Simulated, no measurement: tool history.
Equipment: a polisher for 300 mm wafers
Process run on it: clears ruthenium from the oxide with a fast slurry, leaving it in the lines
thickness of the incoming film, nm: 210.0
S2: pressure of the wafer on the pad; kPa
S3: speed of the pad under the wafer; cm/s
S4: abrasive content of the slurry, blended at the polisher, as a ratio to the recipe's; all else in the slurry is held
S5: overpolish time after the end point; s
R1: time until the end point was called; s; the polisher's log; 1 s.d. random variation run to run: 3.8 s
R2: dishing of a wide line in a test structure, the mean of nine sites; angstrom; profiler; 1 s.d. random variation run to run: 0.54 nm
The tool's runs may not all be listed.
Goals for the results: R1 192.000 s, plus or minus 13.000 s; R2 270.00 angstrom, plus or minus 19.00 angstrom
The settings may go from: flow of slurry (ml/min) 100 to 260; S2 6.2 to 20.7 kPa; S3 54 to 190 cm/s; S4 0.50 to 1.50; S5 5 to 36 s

{"run": 1, "day": 0.0, "flow of slurry (ml/min)": 165, "S2": 13.1, "S3": 122, "S4": 1.0, "S5": 18, "R1": 72.1, "R2": 453.53}
{"run": 2, "day": 0.1, "flow of slurry (ml/min)": 165, "S2": 12.4, "S3": 116, "S4": 1.0, "S5": 19, "R1": 74.558, "R2": 425.68}
{"run": 3, "day": 0.25, "flow of slurry (ml/min)": 165, "S2": 15.2, "S3": 116, "S4": 1.0, "S5": 19, "R1": 65.316, "R2": 523.95}
{"run": 4, "day": 0.533, "flow of slurry (ml/min)": 160, "S2": 13.8, "S3": 108, "S4": 0.95, "S5": 20, "R1": 77.058, "R2": 442.76}
{"run": 5, "day": 0.858, "flow of slurry (ml/min)": 160, "S2": 13.1, "S3": 102, "S4": 0.95, "S5": 22, "R1": 85.882, "R2": 441.61}
{"run": 6, "day": 1.0, "flow of slurry (ml/min)": 160, "S2": 13.1, "S3": 102, "S4": 1.1, "S5": 22, "R1": 81.149, "R2": 479.11}
{"run": 7, "day": 1.342, "flow of slurry (ml/min)": 160, "S2": 12.4, "S3": 96, "S4": 1.1, "S5": 23, "R1": 88.416, "R2": 440.97}
{"run": 8, "day": 1.483, "flow of slurry (ml/min)": 160, "S2": 11.7, "S3": 92, "S4": 1.1, "S5": 24, "R1": 98.205, "R2": 432.67}
{"run": 9, "day": 1.546, "flow of slurry (ml/min)": 160, "S2": 11.0, "S3": 88, "S4": 1.1, "S5": 25, "R1": 108.19, "R2": 408.04}
{"run": 10, "day": 1.838, "flow of slurry (ml/min)": 160, "S2": 10.3, "S3": 86, "S4": 1.1, "S5": 25, "R1": 119.29, "R2": 379.4}
{"run": 11, "day": 2.112, "flow of slurry (ml/min)": 160, "S2": 9.7, "S3": 84, "S4": 1.1, "S5": 25, "R1": 129.83, "R2": 355.05}
{"run": 12, "day": 2.412, "flow of slurry (ml/min)": 155, "S2": 6.2, "S3": 70, "S4": 1.1, "S5": 26, "R1": 226.17, "R2": 204.85}
{"run": 13, "day": 2.488, "flow of slurry (ml/min)": 160, "S2": 6.2, "S3": 70, "S4": 1.1, "S5": 26, "R1": 233.41, "R2": 205.66}
{"run": 14, "day": 2.633, "flow of slurry (ml/min)": 160, "S2": 6.9, "S3": 70, "S4": 1.1, "S5": 27, "R1": 202.54, "R2": 237.01}
{"run": 15, "day": 2.771, "flow of slurry (ml/min)": 160, "S2": 6.9, "S3": 70, "S4": 1.1, "S5": 28, "R1": 209.07, "R2": 245.98}

5 next moves are on the table. One of them brings every result within its allowed miss. Which?
{"run": "A", "day": 2.908, "flow of slurry (ml/min)": 245, "S2": 7.6, "S3": 62, "S4": 1.3, "S5": 28, "R1": "?", "R2": "?"}
{"run": "B", "day": 2.908, "flow of slurry (ml/min)": 135, "S2": 6.9, "S3": 68, "S4": 1.15, "S5": 32, "R1": "?", "R2": "?"}
{"run": "C", "day": 2.908, "flow of slurry (ml/min)": 205, "S2": 6.9, "S3": 68, "S4": 1.0, "S5": 32, "R1": "?", "R2": "?"}
{"run": "D", "day": 2.908, "flow of slurry (ml/min)": 100, "S2": 6.9, "S3": 66, "S4": 1.3, "S5": 27, "R1": "?", "R2": "?"}
{"run": "E", "day": 2.908, "flow of slurry (ml/min)": 155, "S2": 6.9, "S3": 78, "S4": 1.05, "S5": 23, "R1": "?", "R2": "?"}

move=A R1=191.630 R2=268.92
move=B R1=218.290 R2=269.75
move=C R1=221.220 R2=266.38
move=D R1=223.180 R2=224.89
move=E R1=196.220 R2=218.22
A: every result lands within tolerance
B: its largest miss is bigger than the last run's
C: its largest miss is bigger than the last run's
D: its largest miss is bigger than the last run's
E: brings the result that was furthest off to its target, and leaves another outside
The right move is A.
